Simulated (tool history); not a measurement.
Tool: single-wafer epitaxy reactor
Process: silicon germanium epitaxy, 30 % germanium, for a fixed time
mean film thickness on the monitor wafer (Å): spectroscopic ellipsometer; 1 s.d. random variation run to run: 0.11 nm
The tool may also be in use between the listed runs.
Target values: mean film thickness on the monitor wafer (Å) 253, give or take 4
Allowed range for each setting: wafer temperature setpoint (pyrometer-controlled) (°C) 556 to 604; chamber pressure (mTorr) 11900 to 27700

run	hour	wafer temperature setpoint (pyrometer-controlled) (°C)	chamber pressure (mTorr)	mean film thickness on the monitor wafer (Å)
1	0	580	19800	372.88
2	3.1	589	19800	452.32
3	5.3	583	19700	400.47
4	12.4	578	19600	358.57
5	15.9	586	19600	426.78
6	23.2	593	19600	493.25
7	25.2	586	19500	427.06
8	30.9	574	19100	324.99
9	36.5	571	19100	303.3
10	45.4	569	19100	290.93
11	48.4	568	19100	283.13
# hour 53.5: capacitance manometer re-zeroed and calibrated
12	53.5	567	19100	284.11
13	58.6	566	19100	278.46
14	60.5	566	19100	276.8
15	62.5	565	19100	270.44
16	68.3	564	19100	266.78
17	76.6	564	19100	266.51
18	82.2	561	19100	249.27

Which one of the following 4 next-run settings gets every result inside its allowed miss? There is exactly one.
A	87.8	563	19600	?
B	87.8	561	19800	?
C	87.8	560	19300	?
D	87.8	560	19900	?

move	mean film thickness on the monitor wafer (Å)
A	260.94
B	250.07
C	242.39
D	244.78
A: takes the biggest miss from the last run beyond its target
B: each result inside its tolerance
C: lands further from the targets than the last run did
D: lands further from the targets than the last run did
Answer: B
